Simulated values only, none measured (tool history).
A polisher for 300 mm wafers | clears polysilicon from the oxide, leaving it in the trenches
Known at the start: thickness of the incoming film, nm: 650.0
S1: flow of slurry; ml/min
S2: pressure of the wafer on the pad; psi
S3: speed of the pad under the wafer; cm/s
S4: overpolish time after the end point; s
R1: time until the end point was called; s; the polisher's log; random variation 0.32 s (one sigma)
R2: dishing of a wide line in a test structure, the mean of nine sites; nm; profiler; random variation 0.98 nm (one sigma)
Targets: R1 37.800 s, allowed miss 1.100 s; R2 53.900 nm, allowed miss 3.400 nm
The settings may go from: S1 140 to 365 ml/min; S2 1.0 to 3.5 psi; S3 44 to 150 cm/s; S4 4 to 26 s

run,hour,S1,S2,S3,S4,R1,R2
1,0.0,235,2.2,96,13,53.523,57.316
2,7.3,235,2.2,96,9,53.370,49.339
3,9.6,235,2.3,96,9,51.218,51.075
4,10.9,235,2.4,96,9,49.132,51.591
5,19.7,235,2.4,96,7,50.004,47.233
6,28.1,235,2.5,96,7,47.234,46.457
7,36.3,240,2.8,96,9,42.445,52.277
8,41.8,240,2.8,96,9,42.566,53.480
9,44.1,240,3.0,96,8,39.902,51.397

5 next moves are on the table. One of them brings every result within its allowed miss. Which?
A,46.4,160,3.3,96,8,?,?
B,46.4,245,2.5,108,8,?,?
C,46.4,230,2.9,110,17,?,?
D,46.4,270,3.0,90,7,?,?
E,46.4,225,3.0,110,8,?,?

move,R1,R2
A,37.333,53.765
B,41.510,51.619
C,35.510,63.515
D,41.083,48.952
E,34.434,55.289
A: meets every target
B: further off than the last run
C: takes the result that was furthest off past its target
D: further off than the last run
E: takes the result that was furthest off past its target
Move A is the one to make.
